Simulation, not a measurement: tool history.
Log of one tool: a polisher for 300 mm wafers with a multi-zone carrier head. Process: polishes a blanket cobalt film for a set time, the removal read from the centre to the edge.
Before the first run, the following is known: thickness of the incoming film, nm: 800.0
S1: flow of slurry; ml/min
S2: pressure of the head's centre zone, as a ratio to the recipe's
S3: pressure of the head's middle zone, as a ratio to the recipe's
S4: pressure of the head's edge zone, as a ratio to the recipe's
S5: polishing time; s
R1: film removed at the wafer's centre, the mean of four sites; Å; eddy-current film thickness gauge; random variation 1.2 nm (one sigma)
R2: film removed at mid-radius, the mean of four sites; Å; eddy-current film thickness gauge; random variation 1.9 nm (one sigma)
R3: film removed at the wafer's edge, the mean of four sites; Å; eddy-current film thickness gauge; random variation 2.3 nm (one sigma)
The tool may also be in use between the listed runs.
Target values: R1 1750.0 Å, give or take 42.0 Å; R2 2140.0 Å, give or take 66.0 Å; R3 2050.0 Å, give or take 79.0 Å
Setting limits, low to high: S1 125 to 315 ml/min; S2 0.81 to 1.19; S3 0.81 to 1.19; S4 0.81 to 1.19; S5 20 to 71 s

run	day	S1	S2	S3	S4	S5	R1	R2	R3
1	0.000	205	1.00	1.00	1.00	45	2499.2	2587.2	2528.1
2	0.100	205	1.00	1.00	1.08	45	2470.4	2587.0	2556.7
3	0.267	205	1.00	1.00	1.08	50	2780.1	2837.3	2892.6
4	0.567	200	0.98	1.00	1.07	48	2580.3	2710.4	2763.2
5	0.938	200	0.97	1.00	1.06	46	2438.5	2588.2	2602.7
6	1.083	200	0.97	1.00	1.10	46	2473.6	2573.1	2633.3
7	1.362	170	0.87	0.97	1.00	37	1713.0	2010.7	1987.0
8	1.604	175	0.87	0.98	1.00	37	1704.7	2014.3	2049.5
9	1.862	190	0.89	1.05	0.93	37	1791.5	2180.8	1987.7
10	1.883	190	0.89	1.05	0.94	37	1796.3	2206.2	1950.6
11	2.162	190	0.89	1.05	0.95	37	1769.1	2179.2	1978.1
12	2.233	180	0.88	1.03	1.00	38	1791.9	2162.6	2086.4

4 candidate next runs follow, results not yet known. Just one meets every target within its allowed miss. Identify it.
A	2.304	205	0.97	1.13	0.94	35	?	?	?
B	2.304	215	0.86	1.00	0.87	39	?	?	?
C	2.304	160	0.86	1.00	1.04	40	?	?	?
D	2.304	185	0.85	1.00	0.96	38	?	?	?

move	R1	R2	R3
A	1908.2	2197.3	1876.9
B	1896.3	2223.4	2032.5
C	1838.1	2167.4	2184.9
D	1778.6	2115.7	2036.6
A: lands further from the targets than the last run did
B: lands further from the targets than the last run did
C: lands further from the targets than the last run did
D: each result inside its tolerance
Correct choice: D, which meets every target
